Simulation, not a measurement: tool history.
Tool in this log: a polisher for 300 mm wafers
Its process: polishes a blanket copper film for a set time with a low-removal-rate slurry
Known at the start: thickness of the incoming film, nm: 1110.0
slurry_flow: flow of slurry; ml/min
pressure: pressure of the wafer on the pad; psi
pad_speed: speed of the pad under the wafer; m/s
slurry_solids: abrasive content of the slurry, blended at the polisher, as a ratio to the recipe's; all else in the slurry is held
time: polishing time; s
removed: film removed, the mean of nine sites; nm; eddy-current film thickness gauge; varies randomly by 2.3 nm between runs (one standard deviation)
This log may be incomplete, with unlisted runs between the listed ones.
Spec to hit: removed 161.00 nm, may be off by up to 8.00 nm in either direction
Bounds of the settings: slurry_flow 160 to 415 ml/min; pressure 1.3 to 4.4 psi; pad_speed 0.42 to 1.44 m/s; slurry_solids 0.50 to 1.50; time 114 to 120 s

run  hour  slurry_flow  pressure  pad_speed  slurry_solids  time  removed
  1   0.0          265       2.8       0.92           1.00   114   258.58
  2   4.0          265       2.8       0.92           1.15   114   266.61
  3  10.8          265       2.8       0.92           0.95   114   252.48
  4  11.9          265       2.8       1.14           0.95   114   296.85
  5  17.7          320       2.8       1.14           0.95   114   299.71
  6  22.6          360       2.8       1.14           0.95   114   302.30
  7  26.3          360       2.5       1.10           0.95   114   276.98
  8  28.4          360       2.3       1.04           0.95   114   250.25
  9  32.7          360       2.1       0.98           0.95   114   218.82
 10  37.4          360       1.9       0.96           0.95   114   204.58
 11  44.5          360       1.8       0.94           0.95   114   194.41

Which of these 5 next moves meets every target?
  A  51.6          365       1.9       1.00           1.00   117        ?
  B  51.6          275       1.4       1.08           1.00   117        ?
  C  51.6          340       1.7       0.80           0.85   114        ?
  D  51.6          410       1.7       0.86           1.10   114        ?
  E  51.6          315       1.5       0.76           0.90   116        ?

move  removed
   A   215.81
   B   183.16
   C   161.21
   D   180.90
   E   147.36
A: lands further from the targets than the last run did
B: better than the last run, though not everything is in spec
C: every result within its allowed miss
D: better than the last run, though not everything is in spec
E: moves the result that the last run missed by most past its target, out the other side
The move that meets every target is C.
